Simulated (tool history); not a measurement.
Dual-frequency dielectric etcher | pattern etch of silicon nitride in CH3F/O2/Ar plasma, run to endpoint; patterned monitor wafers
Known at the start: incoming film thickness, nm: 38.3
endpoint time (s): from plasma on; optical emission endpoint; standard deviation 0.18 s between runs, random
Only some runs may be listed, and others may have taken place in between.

run	hour	source power (W)	bias power (W)	endpoint time (s)
1	0.0	430	53	60.598
2	2.6	460	53	59.133
3	4.7	460	44	62.800
4	13.0	400	44	66.472
5	21.6	340	44	70.293
6	24.5	370	44	67.914
7	26.0	430	45	63.772
8	30.6	470	45	61.315
9	38.4	470	45	61.695
10	46.9	560	46	57.227
11	53.0	570	46	56.972

What does the tool deliver on the next run?
12	55.2	580	46	?

{"run 12": {"endpoint time (s)": 56.534}}
